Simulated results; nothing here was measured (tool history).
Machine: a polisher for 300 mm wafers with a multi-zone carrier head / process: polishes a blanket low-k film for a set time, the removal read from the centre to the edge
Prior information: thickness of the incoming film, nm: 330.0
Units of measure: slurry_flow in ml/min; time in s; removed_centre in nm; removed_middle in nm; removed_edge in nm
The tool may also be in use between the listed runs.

run	hour	slurry_flow	centre_zone	middle_zone	edge_zone	slurry_solids	time	removed_centre	removed_middle	removed_edge
1	0	175	1	1	1	1	67	30.251	30.679	30.724
2	4.8	150	1	1	1	1	67	29.902	29.83	29.552
3	13	150	1	1	1	1	73	32.417	32.34	32.392
4	19.1	150	0.94	1	1	1	73	30.921	32.233	31.897
5	19.6	165	0.96	1	1	1	73	31.754	32.955	33.831
6	26.3	165	0.96	1	1	1	62	26.801	27.957	28.297
7	33.4	185	1	1.01	1.02	1.05	62	28.701	29.002	28.791
8	41.5	200	1	1	1.02	1.15	63	30.644	30.63	30.734
9	48.2	210	1	1	1.04	1.2	63	30.919	30.666	30.62
10	54.5	215	0.99	0.99	1.04	1.25	64	32.296	31.422	32.3
11	61.2	220	0.98	1	1.04	1.3	64	32.424	33.021	32.382
12	63.7	220	0.98	0.99	1.05	1.35	64	32.558	32.523	32.485
13	69.3	225	0.98	0.99	1.06	1.4	65	33.522	33.432	34.123

The next listed run, before its measurement:
14	77	230	0.98	0.99	1.06	1.4	65	?	?	?

{"run 14": {"removed_centre": 32.994, "removed_middle": 34.215, "removed_edge": 33.97}}

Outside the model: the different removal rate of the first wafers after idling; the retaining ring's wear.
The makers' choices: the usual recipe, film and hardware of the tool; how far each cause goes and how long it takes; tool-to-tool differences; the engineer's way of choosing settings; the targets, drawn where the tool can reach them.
